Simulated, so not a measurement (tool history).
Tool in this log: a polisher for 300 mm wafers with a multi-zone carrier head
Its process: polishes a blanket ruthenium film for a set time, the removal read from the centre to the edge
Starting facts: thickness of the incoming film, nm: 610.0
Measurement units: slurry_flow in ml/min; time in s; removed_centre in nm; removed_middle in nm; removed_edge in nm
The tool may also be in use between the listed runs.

{"run": 1, "hour": 0.0, "slurry_flow": 305, "centre_zone": 1.0, "middle_zone": 1.0, "edge_zone": 1.0, "time": 40, "removed_centre": 47.601, "removed_middle": 48.112, "removed_edge": 43.859}
{"run": 2, "hour": 6.7, "slurry_flow": 350, "centre_zone": 1.0, "middle_zone": 1.0, "edge_zone": 1.0, "time": 40, "removed_centre": 49.029, "removed_middle": 48.108, "removed_edge": 44.551}
{"run": 3, "hour": 9.1, "slurry_flow": 350, "centre_zone": 1.07, "middle_zone": 1.0, "edge_zone": 1.0, "time": 40, "removed_centre": 51.516, "removed_middle": 47.754, "removed_edge": 45.568}
{"run": 4, "hour": 15.6, "slurry_flow": 350, "centre_zone": 1.03, "middle_zone": 1.01, "edge_zone": 1.04, "time": 41, "removed_centre": 51.274, "removed_middle": 50.037, "removed_edge": 46.246}
{"run": 5, "hour": 20.7, "slurry_flow": 330, "centre_zone": 0.98, "middle_zone": 0.99, "edge_zone": 1.08, "time": 43, "removed_centre": 51.551, "removed_middle": 51.525, "removed_edge": 50.146}
{"run": 6, "hour": 21.3, "slurry_flow": 275, "centre_zone": 0.98, "middle_zone": 0.99, "edge_zone": 1.08, "time": 43, "removed_centre": 49.065, "removed_middle": 49.974, "removed_edge": 48.583}
{"run": 7, "hour": 28.4, "slurry_flow": 290, "centre_zone": 0.96, "middle_zone": 1.0, "edge_zone": 1.11, "time": 44, "removed_centre": 50.323, "removed_middle": 52.35, "removed_edge": 50.923}
{"run": 8, "hour": 35.0, "slurry_flow": 290, "centre_zone": 0.96, "middle_zone": 1.0, "edge_zone": 1.11, "time": 44, "removed_centre": 50.913, "removed_middle": 51.653, "removed_edge": 51.236}
{"run": 9, "hour": 42.1, "slurry_flow": 295, "centre_zone": 0.94, "middle_zone": 1.02, "edge_zone": 1.13, "time": 44, "removed_centre": 50.441, "removed_middle": 52.951, "removed_edge": 52.933}

What does the tool deliver on the next run?
{"run": 10, "hour": 49.6, "slurry_flow": 295, "centre_zone": 0.94, "middle_zone": 1.02, "edge_zone": 1.13, "time": 44, "removed_centre": "?", "removed_middle": "?", "removed_edge": "?"}

Run 10 gave removed_centre 50.445 nm, removed_middle 52.738 nm, removed_edge 51.934 nm.
